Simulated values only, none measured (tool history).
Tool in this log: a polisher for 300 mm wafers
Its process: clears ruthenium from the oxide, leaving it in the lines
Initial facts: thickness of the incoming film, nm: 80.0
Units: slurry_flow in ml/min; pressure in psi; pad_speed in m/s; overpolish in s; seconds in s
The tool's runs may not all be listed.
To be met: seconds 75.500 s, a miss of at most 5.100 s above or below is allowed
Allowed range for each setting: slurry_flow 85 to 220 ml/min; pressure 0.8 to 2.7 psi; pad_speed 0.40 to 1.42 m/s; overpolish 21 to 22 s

run 1 hour=0.0 | slurry_flow=140 pressure=1.7 pad_speed=0.90 overpolish=21 | seconds=128.690
run 2 hour=1.3 | slurry_flow=140 pressure=1.8 pad_speed=0.92 overpolish=21 | seconds=114.280
run 3 hour=3.4 | slurry_flow=140 pressure=1.8 pad_speed=0.70 overpolish=21 | seconds=148.120
run 4 hour=8.0 | slurry_flow=140 pressure=2.0 pad_speed=0.72 overpolish=21 | seconds=139.570
run 5 hour=17.1 | slurry_flow=140 pressure=2.1 pad_speed=0.78 overpolish=21 | seconds=117.260
run 6 hour=24.7 | slurry_flow=140 pressure=2.1 pad_speed=0.70 overpolish=21 | seconds=134.450
run 7 hour=30.4 | slurry_flow=140 pressure=2.2 pad_speed=0.74 overpolish=21 | seconds=118.410
run 8 hour=39.1 | slurry_flow=140 pressure=2.3 pad_speed=0.76 overpolish=21 | seconds=111.800

5 next moves are on the table. One of them brings every result within its allowed miss. Which?
run A hour=47.8 | slurry_flow=160 pressure=2.7 pad_speed=1.06 overpolish=21 | seconds=?
run B hour=47.8 | slurry_flow=205 pressure=2.7 pad_speed=1.08 overpolish=21 | seconds=?
run C hour=47.8 | slurry_flow=140 pressure=2.7 pad_speed=1.12 overpolish=22 | seconds=?
run D hour=47.8 | slurry_flow=215 pressure=2.1 pad_speed=1.14 overpolish=21 | seconds=?
run E hour=47.8 | slurry_flow=145 pressure=2.7 pad_speed=1.12 overpolish=22 | seconds=?

move=A seconds=66.787
move=B seconds=63.110
move=C seconds=64.927
move=D seconds=76.076
move=E seconds=64.471
A: carries the result that was furthest off beyond its target, to the other side
B: carries the result that was furthest off beyond its target, to the other side
C: carries the result that was furthest off beyond its target, to the other side
D: each result inside its tolerance
E: carries the result that was furthest off beyond its target, to the other side
D is the move that brings every result within its allowed miss.

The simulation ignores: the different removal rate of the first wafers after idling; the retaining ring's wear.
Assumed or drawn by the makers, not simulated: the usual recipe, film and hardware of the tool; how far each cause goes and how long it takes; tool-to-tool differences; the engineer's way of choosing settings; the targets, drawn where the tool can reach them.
